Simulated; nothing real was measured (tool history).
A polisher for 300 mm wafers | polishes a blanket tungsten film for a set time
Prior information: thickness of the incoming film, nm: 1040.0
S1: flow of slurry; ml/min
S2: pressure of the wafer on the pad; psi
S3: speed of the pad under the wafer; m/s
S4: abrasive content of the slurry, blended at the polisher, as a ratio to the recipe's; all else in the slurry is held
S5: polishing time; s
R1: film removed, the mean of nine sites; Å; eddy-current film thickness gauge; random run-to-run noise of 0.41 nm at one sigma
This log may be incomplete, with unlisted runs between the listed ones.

run	hour	S1	S2	S3	S4	S5	R1
1	0.0	305	3.1	1.10	1.0	23	986.18
2	1.5	335	3.1	1.10	1.0	23	1000.30
3	8.3	335	3.7	1.10	1.0	23	1202.00
4	16.6	335	3.2	1.06	1.0	23	1002.00
5	21.8	330	2.8	1.02	1.0	23	831.06
6	28.3	330	2.5	1.00	1.0	23	742.07
7	33.5	330	2.3	0.98	1.0	23	674.29

Estimate the outcome of run 8 from the log above:
8	34.9	330	2.1	0.96	1.0	23	?

R1: 599.16 Å
